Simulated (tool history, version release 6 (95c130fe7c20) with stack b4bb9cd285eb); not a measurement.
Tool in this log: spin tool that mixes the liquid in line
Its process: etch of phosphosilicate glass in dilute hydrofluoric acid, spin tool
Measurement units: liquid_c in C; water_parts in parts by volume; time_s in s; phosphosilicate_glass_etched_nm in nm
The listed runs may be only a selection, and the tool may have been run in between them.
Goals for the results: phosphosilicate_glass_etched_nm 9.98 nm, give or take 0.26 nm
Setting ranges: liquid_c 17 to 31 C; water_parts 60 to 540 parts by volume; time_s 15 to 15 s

| run | hour | liquid_c | water_parts | time_s | phosphosilicate_glass_etched_nm |
|---|---|---|---|---|---|
| 1 | 0 | 23 | 300 | 15 | 3.2165 |
| 2 | 1.5 | 20 | 300 | 15 | 2.8841 |
| 3 | 8.5 | 20 | 300 | 15 | 2.8842 |
| 4 | 9.5 | 20 | 205 | 15 | 4.6356 |
| 5 | 18 | 21.5 | 195 | 15 | 5.2505 |
| 6 | 20.9 | 22.5 | 190 | 15 | 5.631 |
| 7 | 22.1 | 23.5 | 185 | 15 | 5.99 |
| 8 | 29.1 | 24.5 | 180 | 15 | 6.3928 |
| 9 | 31.8 | 25.5 | 175 | 15 | 6.9605 |

Below are 5 possible settings for the next run. Only one of them brings all results inside the allowed miss of their targets. Which is it?
| A | 34.5 | 23.5 | 120 | 15 | ? |
| B | 34.5 | 26.5 | 110 | 15 | ? |
| C | 34.5 | 23.5 | 190 | 15 | ? |
| D | 34.5 | 23.5 | 115 | 15 | ? |
| E | 34.5 | 21 | 210 | 15 | ? |

| move | phosphosilicate_glass_etched_nm |
|---|---|
| A | 10.087 |
| B | 12.517 |
| C | 5.8695 |
| D | 10.591 |
| E | 4.7331 |
A: all results in spec
B: takes the result that was furthest off past its target
C: its largest miss is bigger than the last run's
D: takes the result that was furthest off past its target
E: its largest miss is bigger than the last run's
A is the move that brings every result within its allowed miss.
